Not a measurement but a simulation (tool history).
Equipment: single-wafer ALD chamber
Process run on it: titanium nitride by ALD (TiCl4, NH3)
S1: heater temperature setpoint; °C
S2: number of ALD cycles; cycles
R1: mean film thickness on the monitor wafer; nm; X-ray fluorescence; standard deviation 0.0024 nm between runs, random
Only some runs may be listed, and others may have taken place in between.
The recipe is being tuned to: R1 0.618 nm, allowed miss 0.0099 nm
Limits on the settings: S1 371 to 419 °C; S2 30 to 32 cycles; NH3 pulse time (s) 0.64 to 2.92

{"run": 1, "day": 0.0, "S1": 395, "S2": 32, "NH3 pulse time (s)": 1.78, "R1": 0.66858}
{"run": 2, "day": 0.238, "S1": 392, "S2": 31, "NH3 pulse time (s)": 1.6, "R1": 0.64241}
{"run": 3, "day": 0.492, "S1": 391, "S2": 31, "NH3 pulse time (s)": 1.56, "R1": 0.64147}
{"run": 4, "day": 0.608, "S1": 390, "S2": 31, "NH3 pulse time (s)": 1.52, "R1": 0.64204}
{"run": 5, "day": 0.896, "S1": 389, "S2": 31, "NH3 pulse time (s)": 1.45, "R1": 0.63565}
{"run": 6, "day": 1.029, "S1": 398, "S2": 31, "NH3 pulse time (s)": 1.45, "R1": 0.64243}
{"run": 7, "day": 1.112, "S1": 397, "S2": 31, "NH3 pulse time (s)": 1.39, "R1": 0.63732}
{"run": 8, "day": 1.454, "S1": 397, "S2": 31, "NH3 pulse time (s)": 1.36, "R1": 0.63429}
{"run": 9, "day": 1.762, "S1": 397, "S2": 31, "NH3 pulse time (s)": 1.35, "R1": 0.6392}
{"run": 10, "day": 2.012, "S1": 397, "S2": 31, "NH3 pulse time (s)": 1.31, "R1": 0.63461}
{"day": 2.262, "done": "thermocouple changed; heater temperature recalibrated"}
{"run": 11, "day": 2.262, "S1": 397, "S2": 31, "NH3 pulse time (s)": 1.3, "R1": 0.63177}

Of the 4 settings listed for the next run, only one would bring every result within its allowed miss of target. Which one?
{"run": "A", "day": 2.512, "S1": 391, "S2": 32, "NH3 pulse time (s)": 1.21, "R1": "?"}
{"run": "B", "day": 2.512, "S1": 391, "S2": 32, "NH3 pulse time (s)": 0.95, "R1": "?"}
{"run": "C", "day": 2.512, "S1": 397, "S2": 32, "NH3 pulse time (s)": 1.15, "R1": "?"}
{"run": "D", "day": 2.512, "S1": 393, "S2": 32, "NH3 pulse time (s)": 1.16, "R1": "?"}

move=A R1=0.6391
move=B R1=0.61748
move=C R1=0.64073
move=D R1=0.63776
A: the biggest miss grows against the last run
B: each result inside its tolerance
C: the biggest miss grows against the last run
D: the biggest miss grows against the last run
Go with B: it meets all targets.
